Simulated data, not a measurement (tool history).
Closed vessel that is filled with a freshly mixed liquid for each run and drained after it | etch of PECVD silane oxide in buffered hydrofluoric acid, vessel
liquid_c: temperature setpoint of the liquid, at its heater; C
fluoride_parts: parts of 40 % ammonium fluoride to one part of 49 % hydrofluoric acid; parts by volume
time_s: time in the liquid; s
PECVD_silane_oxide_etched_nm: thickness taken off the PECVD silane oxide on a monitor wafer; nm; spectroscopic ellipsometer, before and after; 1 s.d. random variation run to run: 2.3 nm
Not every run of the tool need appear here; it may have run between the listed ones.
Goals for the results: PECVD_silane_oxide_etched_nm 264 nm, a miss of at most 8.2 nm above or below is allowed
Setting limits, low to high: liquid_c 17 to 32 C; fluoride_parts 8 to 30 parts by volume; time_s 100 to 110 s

{"run": 1, "hour": 0.0, "liquid_c": 24, "fluoride_parts": 22.5, "time_s": 100, "PECVD_silane_oxide_etched_nm": 161.17}
{"run": 2, "hour": 5.2, "liquid_c": 24, "fluoride_parts": 29, "time_s": 100, "PECVD_silane_oxide_etched_nm": 135.33}
{"run": 3, "hour": 13.7, "liquid_c": 24, "fluoride_parts": 30, "time_s": 100, "PECVD_silane_oxide_etched_nm": 132.81}
{"run": 4, "hour": 16.3, "liquid_c": 24, "fluoride_parts": 30, "time_s": 110, "PECVD_silane_oxide_etched_nm": 145.68}
{"run": 5, "hour": 22.2, "liquid_c": 24, "fluoride_parts": 27.5, "time_s": 110, "PECVD_silane_oxide_etched_nm": 157.14}
{"run": 6, "hour": 26.8, "liquid_c": 21, "fluoride_parts": 27.5, "time_s": 110, "PECVD_silane_oxide_etched_nm": 131.38}
{"run": 7, "hour": 33.0, "liquid_c": 22.5, "fluoride_parts": 27.5, "time_s": 110, "PECVD_silane_oxide_etched_nm": 142.54}
{"run": 8, "hour": 42.2, "liquid_c": 24, "fluoride_parts": 27.5, "time_s": 110, "PECVD_silane_oxide_etched_nm": 155.59}

Next run, 5 choices. One meets every target within its allowed miss, the rest don't. Which?
{"run": "A", "hour": 51.4, "liquid_c": 30, "fluoride_parts": 18.5, "time_s": 110, "PECVD_silane_oxide_etched_nm": "?"}
{"run": "B", "hour": 51.4, "liquid_c": 21.5, "fluoride_parts": 28.5, "time_s": 110, "PECVD_silane_oxide_etched_nm": "?"}
{"run": "C", "hour": 51.4, "liquid_c": 32, "fluoride_parts": 19, "time_s": 110, "PECVD_silane_oxide_etched_nm": "?"}
{"run": "D", "hour": 51.4, "liquid_c": 26, "fluoride_parts": 16.5, "time_s": 110, "PECVD_silane_oxide_etched_nm": "?"}
{"run": "E", "hour": 51.4, "liquid_c": 25.5, "fluoride_parts": 17.5, "time_s": 110, "PECVD_silane_oxide_etched_nm": "?"}

move=A PECVD_silane_oxide_etched_nm=291.19
move=B PECVD_silane_oxide_etched_nm=133.31
move=C PECVD_silane_oxide_etched_nm=315.01
move=D PECVD_silane_oxide_etched_nm=263.27
move=E PECVD_silane_oxide_etched_nm=241.83
A: takes the result that was furthest off past its target
B: the biggest miss grows against the last run
C: takes the result that was furthest off past its target
D: each result inside its tolerance
E: better than the last run, though not everything is in spec
Correct choice: D, which meets every target

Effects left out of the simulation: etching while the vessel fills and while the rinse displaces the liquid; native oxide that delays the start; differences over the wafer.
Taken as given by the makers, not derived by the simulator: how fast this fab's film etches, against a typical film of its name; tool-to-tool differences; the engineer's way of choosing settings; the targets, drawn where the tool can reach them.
